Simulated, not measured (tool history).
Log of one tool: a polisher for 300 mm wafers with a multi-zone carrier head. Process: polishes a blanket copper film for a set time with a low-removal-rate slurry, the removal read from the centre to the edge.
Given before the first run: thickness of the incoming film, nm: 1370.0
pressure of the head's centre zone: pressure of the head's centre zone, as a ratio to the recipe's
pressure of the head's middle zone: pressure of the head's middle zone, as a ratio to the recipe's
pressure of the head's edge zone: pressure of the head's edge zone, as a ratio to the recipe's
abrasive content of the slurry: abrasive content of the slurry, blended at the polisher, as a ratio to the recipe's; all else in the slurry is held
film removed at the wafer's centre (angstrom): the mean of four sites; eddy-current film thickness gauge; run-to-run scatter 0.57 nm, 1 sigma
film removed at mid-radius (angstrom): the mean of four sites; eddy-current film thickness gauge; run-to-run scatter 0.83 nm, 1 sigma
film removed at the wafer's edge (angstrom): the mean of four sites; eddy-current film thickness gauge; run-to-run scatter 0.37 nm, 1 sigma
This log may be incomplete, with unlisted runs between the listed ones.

run  hour  flow of slurry (ml/min)  pressure of the head's centre zone  pressure of the head's middle zone  pressure of the head's edge zone  abrasive content of the slurry  polishing time (s)  film removed at the wafer's centre (angstrom)  film removed at mid-radius (angstrom)  film removed at the wafer's edge (angstrom)
  1   0.0                      250                                1.00                                1.00                              1.00                            1.00                  36                                         806.35                                 734.57                                       742.40
  2   4.6                      250                                1.00                                0.95                              1.00                            1.00                  36                                         800.44                                 694.53                                       733.95
  3   6.9                      245                                0.97                                0.97                              0.97                            0.90                  35                                         741.05                                 669.20                                       710.38
  4  11.7                      245                                1.02                                0.97                              0.97                            0.90                  35                                         794.26                                 670.17                                       693.28
  5  13.7                      245                                1.02                                0.97                              0.97                            0.90                  27                                         615.81                                 520.69                                       539.97
  6  18.7                      245                                1.02                                0.97                              0.97                            0.70                  27                                         590.88                                 506.03                                       527.10
  7  26.5                      240                                1.00                                1.01                              0.95                            0.65                  27                                         555.06                                 522.95                                       509.87
  8  29.1                      240                                0.99                                1.03                              0.95                            0.65                  27                                         558.84                                 520.12                                       514.72
  9  37.4                      235                                0.97                                1.06                              0.94                            0.65                  27                                         555.43                                 543.01                                       512.04
 10  39.2                      235                                0.95                                1.07                              0.94                            0.65                  27                                         542.44                                 532.43                                       505.35
     43.9  -- centre zone pressure recalibrated
 11  43.9                      235                                0.93                                1.09                              0.95                            0.65                  27                                         481.77                                 534.62                                       519.16

What does the tool deliver on the next run?
 12  50.2                      235                                0.94                                1.10                              0.95                            0.65                  27                                              ?                                      ?                                            ?

Run 12 came out at film removed at the wafer's centre (angstrom) 483.66, film removed at mid-radius (angstrom) 554.00, film removed at the wafer's edge (angstrom) 511.01.
